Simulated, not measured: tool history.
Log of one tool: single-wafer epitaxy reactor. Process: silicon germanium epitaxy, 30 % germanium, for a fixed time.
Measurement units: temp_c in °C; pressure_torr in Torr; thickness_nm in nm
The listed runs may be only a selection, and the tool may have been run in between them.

Run 1, hour 0.0: temp_c 600 °C, pressure_torr 16.4 Torr. Result: thickness_nm 57.966 nm.
Run 2, hour 7.5: temp_c 610 °C, pressure_torr 16.4 Torr. Result: thickness_nm 68.994 nm.
Run 3, hour 11.7: temp_c 610 °C, pressure_torr 18.0 Torr. Result: thickness_nm 70.850 nm.
Run 4, hour 20.2: temp_c 600 °C, pressure_torr 17.6 Torr. Result: thickness_nm 59.252 nm.
Run 5, hour 21.6: temp_c 593 °C, pressure_torr 17.4 Torr. Result: thickness_nm 52.802 nm.
Run 6, hour 29.3: temp_c 597 °C, pressure_torr 17.4 Torr. Result: thickness_nm 56.303 nm.
Run 7, hour 30.6: temp_c 585 °C, pressure_torr 16.5 Torr. Result: thickness_nm 44.805 nm.

Estimate the outcome of run 8 from the log above:
Run 8, hour 34.3: temp_c 583 °C, pressure_torr 16.4 Torr. Result: thickness_nm ?.

thickness_nm: 43.343 nm
